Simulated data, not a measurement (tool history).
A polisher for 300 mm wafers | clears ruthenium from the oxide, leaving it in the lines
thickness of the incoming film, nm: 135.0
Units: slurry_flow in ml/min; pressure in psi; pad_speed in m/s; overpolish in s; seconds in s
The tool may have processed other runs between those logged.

{"run": 1, "day": 0.0, "slurry_flow": 310, "pressure": 2.0, "pad_speed": 1.18, "overpolish": 8, "seconds": 109.4}
{"run": 2, "day": 0.262, "slurry_flow": 385, "pressure": 2.0, "pad_speed": 1.18, "overpolish": 8, "seconds": 105.6}
{"run": 3, "day": 0.433, "slurry_flow": 385, "pressure": 2.0, "pad_speed": 1.18, "overpolish": 6, "seconds": 108.07}
{"run": 4, "day": 0.804, "slurry_flow": 385, "pressure": 2.0, "pad_speed": 1.18, "overpolish": 8, "seconds": 107.78}
{"run": 5, "day": 1.096, "slurry_flow": 385, "pressure": 2.2, "pad_speed": 1.18, "overpolish": 8, "seconds": 97.807}
{"run": 6, "day": 1.304, "slurry_flow": 385, "pressure": 2.3, "pad_speed": 1.18, "overpolish": 8, "seconds": 94.45}
{"run": 7, "day": 1.496, "slurry_flow": 385, "pressure": 2.4, "pad_speed": 1.18, "overpolish": 8, "seconds": 91.333}
{"run": 8, "day": 1.825, "slurry_flow": 385, "pressure": 2.5, "pad_speed": 1.18, "overpolish": 8, "seconds": 87.771}
{"run": 9, "day": 1.962, "slurry_flow": 385, "pressure": 2.6, "pad_speed": 1.18, "overpolish": 8, "seconds": 83.913}
{"run": 10, "day": 2.167, "slurry_flow": 385, "pressure": 2.7, "pad_speed": 1.18, "overpolish": 8, "seconds": 81.586}

Expected results for the next run?
{"run": 11, "day": 2.225, "slurry_flow": 385, "pressure": 2.8, "pad_speed": 1.18, "overpolish": 8, "seconds": "?"}

seconds: 79.145 s

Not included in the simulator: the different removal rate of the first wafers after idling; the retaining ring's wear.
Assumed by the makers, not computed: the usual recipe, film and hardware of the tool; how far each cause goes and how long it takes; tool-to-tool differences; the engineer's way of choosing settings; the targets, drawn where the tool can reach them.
